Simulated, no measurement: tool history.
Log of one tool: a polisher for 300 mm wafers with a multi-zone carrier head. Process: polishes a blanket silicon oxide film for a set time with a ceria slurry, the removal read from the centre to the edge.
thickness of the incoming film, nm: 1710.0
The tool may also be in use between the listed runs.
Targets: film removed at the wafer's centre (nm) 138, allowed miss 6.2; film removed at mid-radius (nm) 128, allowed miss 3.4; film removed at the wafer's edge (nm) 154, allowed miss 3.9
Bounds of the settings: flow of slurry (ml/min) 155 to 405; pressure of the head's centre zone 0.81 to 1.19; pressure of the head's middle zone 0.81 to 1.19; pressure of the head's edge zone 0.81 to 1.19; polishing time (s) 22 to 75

| run | hour | flow of slurry (ml/min) | pressure of the head's centre zone | pressure of the head's middle zone | pressure of the head's edge zone | polishing time (s) | film removed at the wafer's centre (nm) | film removed at mid-radius (nm) | film removed at the wafer's edge (nm) |
|---|---|---|---|---|---|---|---|---|---|
| 1 | 0 | 260 | 1 | 1 | 1 | 48 | 158.99 | 157.78 | 158.93 |
| 2 | 2.1 | 245 | 0.97 | 0.94 | 1 | 48 | 156.01 | 149.74 | 159.12 |
| 3 | 10.1 | 245 | 0.97 | 0.94 | 1.08 | 48 | 151.82 | 149.25 | 162.04 |
| 4 | 12 | 245 | 0.97 | 0.94 | 1.08 | 38 | 122.36 | 118.66 | 130.53 |
| 5 | 19.3 | 245 | 0.97 | 0.94 | 1.08 | 46 | 142.02 | 142.16 | 157.45 |
| 6 | 21.6 | 245 | 0.97 | 0.94 | 1.08 | 52 | 166.05 | 160.97 | 176.25 |
| 7 | 24.8 | 235 | 0.95 | 0.9 | 1.07 | 50 | 158.31 | 146.27 | 168.31 |
| 8 | 33.8 | 205 | 0.85 | 0.83 | 0.97 | 48 | 130.53 | 131.66 | 152.6 |

4 next moves are on the table. One of them brings every result within its allowed miss. Which?
| A | 42.8 | 245 | 0.81 | 0.81 | 0.98 | 46 | ? | ? | ? |
| B | 42.8 | 250 | 0.81 | 0.85 | 1.07 | 46 | ? | ? | ? |
| C | 42.8 | 220 | 0.91 | 0.82 | 1.02 | 47 | ? | ? | ? |
| D | 42.8 | 220 | 0.84 | 0.85 | 0.9 | 49 | ? | ? | ? |

| move | film removed at the wafer's centre (nm) | film removed at mid-radius (nm) | film removed at the wafer's edge (nm) |
|---|---|---|---|
| A | 122.05 | 125.56 | 149.58 |
| B | 122.33 | 130.82 | 156.27 |
| C | 138.72 | 128.23 | 154.64 |
| D | 133.43 | 137.75 | 151.9 |
A: further off than the last run
B: further off than the last run
C: meets every target
D: brings the result that was furthest off to its target, and leaves another outside
The right move is C.

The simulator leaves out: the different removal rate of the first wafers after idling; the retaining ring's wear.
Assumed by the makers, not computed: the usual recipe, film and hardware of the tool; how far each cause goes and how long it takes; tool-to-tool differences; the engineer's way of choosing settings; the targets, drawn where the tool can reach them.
